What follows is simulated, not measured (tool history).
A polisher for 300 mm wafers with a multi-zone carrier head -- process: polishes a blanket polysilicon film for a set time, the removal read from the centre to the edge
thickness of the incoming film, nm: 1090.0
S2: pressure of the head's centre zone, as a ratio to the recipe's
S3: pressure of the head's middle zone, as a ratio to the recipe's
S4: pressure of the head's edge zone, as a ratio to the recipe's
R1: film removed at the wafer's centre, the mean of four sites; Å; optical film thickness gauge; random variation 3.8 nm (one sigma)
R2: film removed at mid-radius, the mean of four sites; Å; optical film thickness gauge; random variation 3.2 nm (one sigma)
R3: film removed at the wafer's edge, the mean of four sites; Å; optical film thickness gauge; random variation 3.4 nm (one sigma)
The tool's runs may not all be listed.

Run 1, hour 0.0: flow of slurry (ml/min) 220, S2 1.00, S3 1.00, S4 1.00, polishing time (s) 47. Result: R1 3586.6 Å, R2 3744.4 Å, R3 3611.5 Å.
Run 2, hour 5.5: flow of slurry (ml/min) 220, S2 1.00, S3 1.00, S4 1.00, polishing time (s) 39. Result: R1 3074.7 Å, R2 3108.4 Å, R3 3018.1 Å.
Run 3, hour 10.5: flow of slurry (ml/min) 220, S2 1.00, S3 1.00, S4 1.00, polishing time (s) 29. Result: R1 2288.6 Å, R2 2290.9 Å, R3 2238.1 Å.
Run 4, hour 19.0: flow of slurry (ml/min) 220, S2 1.01, S3 1.01, S4 1.01, polishing time (s) 30. Result: R1 2314.5 Å, R2 2357.5 Å, R3 2265.5 Å.
Run 5, hour 21.7: flow of slurry (ml/min) 225, S2 1.01, S3 1.01, S4 1.01, polishing time (s) 31. Result: R1 2436.9 Å, R2 2455.5 Å, R3 2411.3 Å.
Run 6, hour 30.4: flow of slurry (ml/min) 225, S2 1.01, S3 0.93, S4 1.01, polishing time (s) 31. Result: R1 2398.3 Å, R2 2301.6 Å, R3 2430.2 Å.
Run 7, hour 36.8: flow of slurry (ml/min) 230, S2 1.01, S3 0.94, S4 1.02, polishing time (s) 32. Result: R1 2485.7 Å, R2 2412.2 Å, R3 2459.7 Å.
Run 8, hour 41.6: flow of slurry (ml/min) 230, S2 1.01, S3 0.94, S4 1.02, polishing time (s) 33. Result: R1 2549.9 Å, R2 2441.1 Å, R3 2599.3 Å.
Run 9, hour 43.2: flow of slurry (ml/min) 235, S2 1.01, S3 0.95, S4 1.03, polishing time (s) 34. Result: R1 2656.5 Å, R2 2577.9 Å, R3 2687.8 Å.
Run 10, hour 46.5: flow of slurry (ml/min) 245, S2 1.01, S3 0.96, S4 1.04, polishing time (s) 34. Result: R1 2710.8 Å, R2 2636.1 Å, R3 2733.6 Å.
Run 11, hour 54.2: flow of slurry (ml/min) 255, S2 1.01, S3 0.97, S4 1.05, polishing time (s) 34. Result: R1 2680.8 Å, R2 2702.2 Å, R3 2717.2 Å.

Predict the results of run 12:
Run 12, hour 59.5: flow of slurry (ml/min) 260, S2 1.02, S3 0.97, S4 1.06, polishing time (s) 34. Result: R1 ?, R2 ?, R3 ?.

{"run 12": {"R1": 2820.0, "R2": 2702.9, "R3": 2717.5}}
